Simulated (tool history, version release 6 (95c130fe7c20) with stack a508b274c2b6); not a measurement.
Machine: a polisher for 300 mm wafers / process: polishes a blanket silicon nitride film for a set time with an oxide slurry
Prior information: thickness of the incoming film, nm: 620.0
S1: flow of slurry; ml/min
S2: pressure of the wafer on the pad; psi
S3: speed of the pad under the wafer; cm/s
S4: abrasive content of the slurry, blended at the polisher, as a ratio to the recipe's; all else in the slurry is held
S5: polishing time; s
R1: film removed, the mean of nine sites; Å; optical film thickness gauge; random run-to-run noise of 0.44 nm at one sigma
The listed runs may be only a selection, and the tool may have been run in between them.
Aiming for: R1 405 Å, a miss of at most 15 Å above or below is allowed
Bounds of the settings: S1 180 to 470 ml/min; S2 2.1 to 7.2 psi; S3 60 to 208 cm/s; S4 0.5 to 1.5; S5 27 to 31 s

run	hour	S1	S2	S3	S4	S5	R1
1	0	300	4.6	134	1	31	260.19
2	0.5	300	5.2	136	1	31	291.01
3	7.6	300	5.7	138	1	31	321.6
4	16.2	245	5.7	138	1	31	313.93
5	20.6	245	5.7	138	1	27	284.49
6	23	265	6.1	140	1	27	299.79
7	27.7	265	6.4	148	1	27	326.41
8	35.6	265	7.2	162	1	27	388.63

Which of these 5 next moves meets every target?
A	43.5	275	6.9	148	1.15	27	?
B	43.5	295	5.7	160	1.25	29	?
C	43.5	290	7.2	156	0.8	29	?
D	43.5	330	6.5	156	1	29	?
E	43.5	275	7.2	146	1.05	29	?

move	R1
A	373.06
B	365.92
C	350.12
D	367.05
E	394.9
A: moves away from the targets compared with the last run
B: moves away from the targets compared with the last run
C: moves away from the targets compared with the last run
D: moves away from the targets compared with the last run
E: all results land within tolerance of their targets
E is the move that brings every result within its allowed miss.

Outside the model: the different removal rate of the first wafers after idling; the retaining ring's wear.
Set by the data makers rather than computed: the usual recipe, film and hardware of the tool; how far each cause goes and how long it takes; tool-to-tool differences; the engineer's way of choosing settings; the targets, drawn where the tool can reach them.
